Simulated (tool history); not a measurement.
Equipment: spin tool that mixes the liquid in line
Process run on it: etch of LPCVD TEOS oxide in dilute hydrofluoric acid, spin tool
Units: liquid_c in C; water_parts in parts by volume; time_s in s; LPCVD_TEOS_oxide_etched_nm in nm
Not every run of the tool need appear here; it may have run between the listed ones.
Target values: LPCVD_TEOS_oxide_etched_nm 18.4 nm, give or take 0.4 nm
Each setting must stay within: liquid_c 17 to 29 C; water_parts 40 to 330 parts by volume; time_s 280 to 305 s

{"run": 1, "hour": 0.0, "liquid_c": 21, "water_parts": 185, "time_s": 280, "LPCVD_TEOS_oxide_etched_nm": 32.654}
{"run": 2, "hour": 2.3, "liquid_c": 21, "water_parts": 185, "time_s": 280, "LPCVD_TEOS_oxide_etched_nm": 32.576}
{"run": 3, "hour": 6.0, "liquid_c": 18, "water_parts": 185, "time_s": 280, "LPCVD_TEOS_oxide_etched_nm": 29.099}
{"run": 4, "hour": 12.7, "liquid_c": 17.5, "water_parts": 205, "time_s": 280, "LPCVD_TEOS_oxide_etched_nm": 25.148}
{"run": 5, "hour": 13.8, "liquid_c": 17.5, "water_parts": 220, "time_s": 280, "LPCVD_TEOS_oxide_etched_nm": 23.153}
{"run": 6, "hour": 16.3, "liquid_c": 17.5, "water_parts": 220, "time_s": 305, "LPCVD_TEOS_oxide_etched_nm": 25.191}
{"run": 7, "hour": 21.7, "liquid_c": 17.5, "water_parts": 235, "time_s": 305, "LPCVD_TEOS_oxide_etched_nm": 23.311}
{"run": 8, "hour": 30.5, "liquid_c": 17.5, "water_parts": 245, "time_s": 305, "LPCVD_TEOS_oxide_etched_nm": 22.07}
{"run": 9, "hour": 37.7, "liquid_c": 17.5, "water_parts": 255, "time_s": 305, "LPCVD_TEOS_oxide_etched_nm": 21.043}
{"run": 10, "hour": 42.6, "liquid_c": 17, "water_parts": 275, "time_s": 305, "LPCVD_TEOS_oxide_etched_nm": 18.886}

Next run, 5 choices. One meets every target within its allowed miss, the rest don't. Which?
{"run": "A", "hour": 47.5, "liquid_c": 17, "water_parts": 270, "time_s": 305, "LPCVD_TEOS_oxide_etched_nm": "?"}
{"run": "B", "hour": 47.5, "liquid_c": 17.5, "water_parts": 255, "time_s": 280, "LPCVD_TEOS_oxide_etched_nm": "?"}
{"run": "C", "hour": 47.5, "liquid_c": 17, "water_parts": 250, "time_s": 285, "LPCVD_TEOS_oxide_etched_nm": "?"}
{"run": "D", "hour": 47.5, "liquid_c": 17, "water_parts": 255, "time_s": 295, "LPCVD_TEOS_oxide_etched_nm": "?"}
{"run": "E", "hour": 47.5, "liquid_c": 17, "water_parts": 280, "time_s": 305, "LPCVD_TEOS_oxide_etched_nm": "?"}

move=A LPCVD_TEOS_oxide_etched_nm=19.313
move=B LPCVD_TEOS_oxide_etched_nm=19.381
move=C LPCVD_TEOS_oxide_etched_nm=19.818
move=D LPCVD_TEOS_oxide_etched_nm=20.027
move=E LPCVD_TEOS_oxide_etched_nm=18.471
A: further off than the last run
B: further off than the last run
C: further off than the last run
D: further off than the last run
E: every result within its allowed miss
Move E is the one to make.
